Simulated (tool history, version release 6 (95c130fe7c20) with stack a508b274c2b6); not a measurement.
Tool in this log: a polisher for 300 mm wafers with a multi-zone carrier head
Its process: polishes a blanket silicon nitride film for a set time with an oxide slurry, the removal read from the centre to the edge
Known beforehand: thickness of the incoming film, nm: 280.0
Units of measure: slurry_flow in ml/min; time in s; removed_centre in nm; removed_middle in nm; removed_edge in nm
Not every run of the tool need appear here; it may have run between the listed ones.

Run 1, hour 0.0: slurry_flow 255 ml/min, centre_zone 1.00, middle_zone 1.00, edge_zone 1.00, slurry_solids 1.00, time 63 s. Result: removed_centre 42.563 nm, removed_middle 42.900 nm, removed_edge 43.683 nm.
Run 2, hour 2.0: slurry_flow 245 ml/min, centre_zone 0.97, middle_zone 0.96, edge_zone 0.99, slurry_solids 0.90, time 59 s. Result: removed_centre 37.170 nm, removed_middle 36.822 nm, removed_edge 39.003 nm.
Run 3, hour 10.4: slurry_flow 245 ml/min, centre_zone 0.97, middle_zone 0.96, edge_zone 0.99, slurry_solids 0.75, time 59 s. Result: removed_centre 35.750 nm, removed_middle 35.012 nm, removed_edge 36.646 nm.
Run 4, hour 12.7: slurry_flow 280 ml/min, centre_zone 0.97, middle_zone 0.96, edge_zone 0.99, slurry_solids 0.75, time 59 s. Result: removed_centre 35.237 nm, removed_middle 35.702 nm, removed_edge 38.380 nm.
Run 5, hour 13.5: slurry_flow 270 ml/min, centre_zone 0.94, middle_zone 0.94, edge_zone 0.98, slurry_solids 0.70, time 55 s. Result: removed_centre 31.819 nm, removed_middle 31.486 nm, removed_edge 33.835 nm.
Run 6, hour 19.3: slurry_flow 280 ml/min, centre_zone 0.91, middle_zone 0.93, edge_zone 0.98, slurry_solids 0.65, time 52 s. Result: removed_centre 28.600 nm, removed_middle 29.109 nm, removed_edge 31.084 nm.
Run 7, hour 20.3: slurry_flow 285 ml/min, centre_zone 0.89, middle_zone 0.91, edge_zone 0.99, slurry_solids 0.60, time 50 s. Result: removed_centre 25.856 nm, removed_middle 26.367 nm, removed_edge 28.811 nm.
Run 8, hour 22.4: slurry_flow 275 ml/min, centre_zone 0.87, middle_zone 0.89, edge_zone 0.99, slurry_solids 0.60, time 50 s. Result: removed_centre 25.287 nm, removed_middle 26.201 nm, removed_edge 29.101 nm.
Run 9, hour 30.5: slurry_flow 270 ml/min, centre_zone 0.86, middle_zone 0.87, edge_zone 0.98, slurry_solids 0.60, time 50 s. Result: removed_centre 25.021 nm, removed_middle 25.489 nm, removed_edge 28.683 nm.
Run 10, hour 32.8: slurry_flow 265 ml/min, centre_zone 0.85, middle_zone 0.86, edge_zone 0.97, slurry_solids 0.60, time 50 s. Result: removed_centre 24.282 nm, removed_middle 25.454 nm, removed_edge 28.952 nm.

What will run 11 give?
Run 11, hour 40.6: slurry_flow 265 ml/min, centre_zone 0.85, middle_zone 0.86, edge_zone 0.97, slurry_solids 0.60, time 49 s. Result: removed_centre ?, removed_middle ?, removed_edge ?.

removed_centre: 23.904 nm
removed_middle: 24.648 nm
removed_edge: 27.789 nm
